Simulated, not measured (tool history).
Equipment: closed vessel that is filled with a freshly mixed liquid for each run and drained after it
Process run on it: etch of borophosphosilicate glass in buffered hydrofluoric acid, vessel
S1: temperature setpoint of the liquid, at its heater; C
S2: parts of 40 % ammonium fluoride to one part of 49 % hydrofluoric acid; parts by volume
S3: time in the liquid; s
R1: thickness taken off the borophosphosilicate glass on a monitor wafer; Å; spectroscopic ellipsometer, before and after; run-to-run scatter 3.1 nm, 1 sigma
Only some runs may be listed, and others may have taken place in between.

run	hour	S1	S2	S3	R1
1	0.0	23.0	10.0	90	3265.6
2	1.4	25.5	10.0	90	3761.7
3	9.1	25.5	10.0	95	3958.3
4	14.2	25.5	12.0	95	3302.1
5	19.9	25.5	12.0	90	3143.8
6	27.5	22.5	12.0	90	2696.8

For run 7, what comes out?
7	31.6	26.5	9.0	90	?

Run 7 measured R1 4216.9 Å.

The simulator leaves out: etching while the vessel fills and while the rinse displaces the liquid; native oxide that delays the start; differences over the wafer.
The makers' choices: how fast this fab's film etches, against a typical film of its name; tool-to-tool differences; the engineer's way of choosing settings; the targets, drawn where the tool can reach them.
